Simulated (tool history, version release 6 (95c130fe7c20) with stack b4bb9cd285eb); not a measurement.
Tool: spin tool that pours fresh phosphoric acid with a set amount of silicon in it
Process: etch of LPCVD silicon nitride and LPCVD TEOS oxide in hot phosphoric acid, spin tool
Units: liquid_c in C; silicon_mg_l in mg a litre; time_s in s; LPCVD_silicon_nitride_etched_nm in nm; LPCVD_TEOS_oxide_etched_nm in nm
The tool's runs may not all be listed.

| run | hour | liquid_c | silicon_mg_l | time_s | LPCVD_silicon_nitride_etched_nm | LPCVD_TEOS_oxide_etched_nm |
|---|---|---|---|---|---|---|
| 1 | 0 | 160 | 11 | 90 | 8.5457 | 0.25127 |
| 2 | 7 | 161.5 | 11 | 90 | 9.0174 | 0.28678 |
| 3 | 11.2 | 162 | 11.5 | 100 | 10.15 | 0.3241 |
| 4 | 15.8 | 162 | 8.5 | 100 | 10.222 | 0.37709 |
| 5 | 18.1 | 162.5 | 9.5 | 105 | 10.849 | 0.40391 |
| 6 | 23.1 | 161.5 | 9.5 | 105 | 10.511 | 0.36677 |
| 7 | 25.1 | 162 | 10.5 | 110 | 11.189 | 0.37514 |
| 8 | 26.9 | 162 | 10.5 | 110 | 11.138 | 0.37194 |
| 9 | 28.5 | 162.5 | 11 | 115 | 11.89 | 0.39061 |
| 10 | 32.1 | 163 | 11 | 120 | 12.617 | 0.46012 |
| 11 | 39.3 | 163 | 11.5 | 125 | 13.083 | 0.45067 |
| 12 | 44.6 | 163 | 11.5 | 130 | 13.778 | 0.53385 |
| 13 | 48.4 | 163 | 13 | 135 | 14.134 | 0.48509 |
| 14 | 51.4 | 163 | 13.5 | 135 | 14.183 | 0.49757 |
| 15 | 58.5 | 163 | 14 | 135 | 14.093 | 0.43518 |
| 16 | 59.3 | 163.5 | 14 | 140 | 14.907 | 0.496 |
| 17 | 59.9 | 163.5 | 14 | 140 | 14.932 | 0.55191 |
| 18 | 67.8 | 163 | 14 | 140 | 14.699 | 0.4858 |
| 19 | 71 | 163 | 14.5 | 140 | 14.731 | 0.55731 |

Run 20 comes next. What will it give?
| 20 | 79.7 | 163.5 | 14.5 | 140 | ? | ? |

{"run 20": {"LPCVD_silicon_nitride_etched_nm": 14.916, "LPCVD_TEOS_oxide_etched_nm": 0.55396}}

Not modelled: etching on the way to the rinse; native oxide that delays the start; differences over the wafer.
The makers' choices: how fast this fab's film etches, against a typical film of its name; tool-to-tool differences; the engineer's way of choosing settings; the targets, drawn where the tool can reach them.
